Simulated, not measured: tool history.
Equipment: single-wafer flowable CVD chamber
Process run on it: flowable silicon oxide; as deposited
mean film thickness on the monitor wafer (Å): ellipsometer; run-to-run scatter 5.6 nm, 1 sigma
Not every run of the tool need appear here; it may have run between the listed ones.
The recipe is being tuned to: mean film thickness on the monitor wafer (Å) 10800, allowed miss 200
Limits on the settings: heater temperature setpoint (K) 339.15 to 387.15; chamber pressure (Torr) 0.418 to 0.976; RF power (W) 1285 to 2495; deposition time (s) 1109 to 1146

run	hour	heater temperature setpoint (K)	chamber pressure (Torr)	RF power (W)	deposition time (s)	mean film thickness on the monitor wafer (Å)
1	0	363.15	0.697	1890	1109	7152.3
2	3	363.15	0.774	1890	1109	7962.6
3	4.5	363.15	0.774	1890	1146	8092.5
4	7.8	360.15	0.774	1890	1146	8747.3
5	9	360.15	0.774	1680	1146	8630.5
6	13.4	370.15	0.774	1680	1146	6445.4
7	20.8	358.15	0.777	1680	1146	9079
8	28.2	356.15	0.777	1680	1146	9544.1
9	32.3	355.15	0.777	1680	1146	9842.8

Below are 5 possible settings for the next run. Only one of them brings all results inside the allowed miss of their targets. Which is it?
A	36.4	349.15	0.729	1530	1128	?
B	36.4	352.15	0.637	1915	1109	?
C	36.4	352.15	0.742	1750	1136	?
D	36.4	352.15	0.762	1660	1146	?
E	36.4	344.15	0.684	1540	1130	?

move	mean film thickness on the monitor wafer (Å)
A	10316
B	8856
C	10270
D	10466
E	10847
A: nearer than the last run, and not there yet
B: moves away from the targets compared with the last run
C: nearer than the last run, and not there yet
D: nearer than the last run, and not there yet
E: in spec on every target
The right move is E.
